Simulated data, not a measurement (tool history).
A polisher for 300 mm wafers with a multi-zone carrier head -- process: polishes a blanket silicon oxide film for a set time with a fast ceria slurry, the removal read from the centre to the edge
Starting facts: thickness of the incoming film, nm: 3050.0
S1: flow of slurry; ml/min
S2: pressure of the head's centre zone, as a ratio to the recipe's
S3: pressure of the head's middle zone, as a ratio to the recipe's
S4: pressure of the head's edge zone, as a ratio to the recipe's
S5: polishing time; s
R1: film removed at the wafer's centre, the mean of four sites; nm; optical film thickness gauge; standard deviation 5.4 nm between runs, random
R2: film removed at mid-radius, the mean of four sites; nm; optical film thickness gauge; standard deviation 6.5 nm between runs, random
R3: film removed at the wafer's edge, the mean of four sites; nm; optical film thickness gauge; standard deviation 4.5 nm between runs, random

run    day   S1    S2    S3    S4  S5      R1      R2      R3
  1  0.000  240  1.00  1.00  1.00  41  435.70  412.68  431.87
  2  0.346  285  1.00  1.00  1.00  41  445.20  423.74  440.02
  3  0.379  290  0.99  1.02  1.02  42  455.96  450.94  456.74
  4  0.683  295  0.98  1.03  1.04  43  469.91  466.99  469.45
  5  0.842  295  0.98  1.03  1.04  34  367.41  361.40  372.51
  6  0.942  295  0.97  1.04  1.05  36  382.66  388.90  400.13
  7  1.288  295  0.97  1.05  1.06  38  405.08  411.40  422.59

What does the tool deliver on the next run?
  8  1.450  295  0.97  1.07  1.07  39   ?   ?   ?

R1: 414.82 nm
R2: 433.14 nm
R3: 433.87 nm
